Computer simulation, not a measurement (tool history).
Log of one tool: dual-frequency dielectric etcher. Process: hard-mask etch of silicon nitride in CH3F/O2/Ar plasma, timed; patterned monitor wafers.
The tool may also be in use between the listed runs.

run,day,source power (W),bias power (W),etch time (s),mean etch depth across the wafer (nm)
1,0.000,500,95,311.5,247.52
2,0.054,500,101,311.5,252.23
3,0.183,500,101,324.5,263.71
4,0.292,500,109,324.5,267.32
5,0.467,430,109,324.5,251.28
6,0.758,500,109,324.5,266.02
7,1.058,460,106,321.5,252.79
8,1.133,430,104,320.0,245.56
9,1.404,410,102,318.0,235.45

Run 10 comes next. What will it give?
10,1.679,390,101,317.5,?

mean etch depth across the wafer (nm): 228.30
